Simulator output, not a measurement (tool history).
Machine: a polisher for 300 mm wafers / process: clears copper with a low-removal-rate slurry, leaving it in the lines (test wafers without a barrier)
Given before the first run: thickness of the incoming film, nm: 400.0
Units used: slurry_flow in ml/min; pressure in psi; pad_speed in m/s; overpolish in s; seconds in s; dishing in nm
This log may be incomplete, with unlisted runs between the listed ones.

run,hour,slurry_flow,pressure,pad_speed,slurry_solids,overpolish,seconds,dishing
1,0,285,2.9,1.24,1,12,83.028,32.618
2,1.2,285,2.9,1.24,1.1,12,78.268,32.463
3,5.7,285,2.9,1.24,1.15,12,77.806,32.399
4,10.4,255,2.9,1.24,1.15,12,78.746,33.622
5,11.4,255,2.9,1.24,1.15,7,80.318,22.02
6,15.2,255,2.9,1.24,1.25,7,77.058,23.065

What will run 7 give?
# hour 24: head pressure recalibrated
7,24,260,3.2,1.24,1.4,13,?,?

Run 7 produced seconds 70.506 s, dishing 37.277 nm.

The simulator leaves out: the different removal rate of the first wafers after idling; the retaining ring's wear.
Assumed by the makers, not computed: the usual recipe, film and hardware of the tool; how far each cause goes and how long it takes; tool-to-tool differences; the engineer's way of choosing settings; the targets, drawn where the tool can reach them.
